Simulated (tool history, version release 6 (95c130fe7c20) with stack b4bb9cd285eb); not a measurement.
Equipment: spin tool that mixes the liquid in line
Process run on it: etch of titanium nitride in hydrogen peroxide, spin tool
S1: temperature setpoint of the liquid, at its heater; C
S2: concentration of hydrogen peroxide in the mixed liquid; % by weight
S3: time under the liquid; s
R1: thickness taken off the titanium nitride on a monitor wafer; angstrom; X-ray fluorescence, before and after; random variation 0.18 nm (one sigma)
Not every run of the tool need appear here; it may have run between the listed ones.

| run | day | S1 | S2 | S3 | R1 |
|---|---|---|---|---|---|
| 1 | 0 | 55 | 15.5 | 280 | 193.87 |
| 2 | 0.375 | 55 | 15.5 | 300 | 209.45 |
| 3 | 0.704 | 55 | 18 | 300 | 215.18 |
| 4 | 1.033 | 55 | 18 | 300 | 214.5 |
| 5 | 1.35 | 56.5 | 18 | 300 | 239.29 |
| 6 | 1.729 | 56.5 | 18 | 300 | 240.17 |
| 7 | 2.058 | 57.5 | 18 | 300 | 255.52 |
| 8 | 2.429 | 58.5 | 18 | 300 | 277.03 |
| 9 | 2.529 | 59 | 18 | 300 | 281.97 |
| 10 | 2.625 | 59 | 18 | 300 | 286.31 |
| 11 | 2.762 | 59.5 | 18 | 300 | 291.38 |
| 12 | 2.825 | 60 | 18 | 300 | 302.18 |

Estimate the outcome of run 13 from the log above:
| 13 | 3.004 | 60.5 | 18 | 300 | ? |

R1: 314.2 angstrom
